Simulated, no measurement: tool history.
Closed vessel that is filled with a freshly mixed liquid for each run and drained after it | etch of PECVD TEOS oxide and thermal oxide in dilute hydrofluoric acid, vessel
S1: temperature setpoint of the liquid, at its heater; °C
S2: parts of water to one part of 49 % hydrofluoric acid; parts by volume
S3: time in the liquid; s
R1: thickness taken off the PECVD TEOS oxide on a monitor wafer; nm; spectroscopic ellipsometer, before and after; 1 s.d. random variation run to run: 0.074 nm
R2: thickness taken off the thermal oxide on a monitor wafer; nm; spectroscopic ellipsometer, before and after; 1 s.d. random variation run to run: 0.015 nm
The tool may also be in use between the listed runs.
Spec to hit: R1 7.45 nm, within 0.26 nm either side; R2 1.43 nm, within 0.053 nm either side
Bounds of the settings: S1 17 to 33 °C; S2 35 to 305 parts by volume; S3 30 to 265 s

run 1 hour=0 | S1=25 S2=170 S3=135 | R1=20.317 R2=3.9189
run 2 hour=5.7 | S1=25 S2=200 S3=135 | R1=16.733 R2=3.1346
run 3 hour=14.8 | S1=23.5 S2=215 S3=135 | R1=14.339 R2=2.7437
run 4 hour=20.7 | S1=23.5 S2=215 S3=155 | R1=16.373 R2=3.0865
run 5 hour=27.5 | S1=22 S2=235 S3=155 | R1=13.992 R2=2.7399
run 6 hour=28.9 | S1=22 S2=250 S3=150 | R1=12.299 R2=2.3474
run 7 hour=33.6 | S1=21.5 S2=265 S3=150 | R1=11.342 R2=2.2436
run 8 hour=42.8 | S1=22 S2=275 S3=140 | R1=10.384 R2=1.9702
run 9 hour=44.8 | S1=21.5 S2=280 S3=135 | R1=9.4899 R2=1.8506
run 10 hour=49.6 | S1=21.5 S2=285 S3=130 | R1=9.0167 R2=1.7541
run 11 hour=56.6 | S1=21.5 S2=290 S3=125 | R1=8.3911 R2=1.6211
run 12 hour=61.8 | S1=21.5 S2=295 S3=125 | R1=8.1913 R2=1.5963
run 13 hour=68.6 | S1=21.5 S2=300 S3=120 | R1=7.7215 R2=1.5041

Which one of the following 4 next-run settings gets every result inside its allowed miss? There is exactly one.
run A hour=75.4 | S1=26 S2=305 S3=95 | R1=? R2=?
run B hour=75.4 | S1=20.5 S2=275 S3=115 | R1=? R2=?
run C hour=75.4 | S1=20 S2=295 S3=125 | R1=? R2=?
run D hour=75.4 | S1=17 S2=260 S3=115 | R1=? R2=?

move=A R1=7.0265 R2=1.34
move=B R1=7.9988 R2=1.5254
move=C R1=7.8141 R2=1.4902
move=D R1=7.514 R2=1.4329
A: takes the biggest miss from the last run beyond its target
B: moves away from the targets compared with the last run
C: no nearer and no further than the last run
D: each result inside its tolerance
Correct choice: D, which meets every target
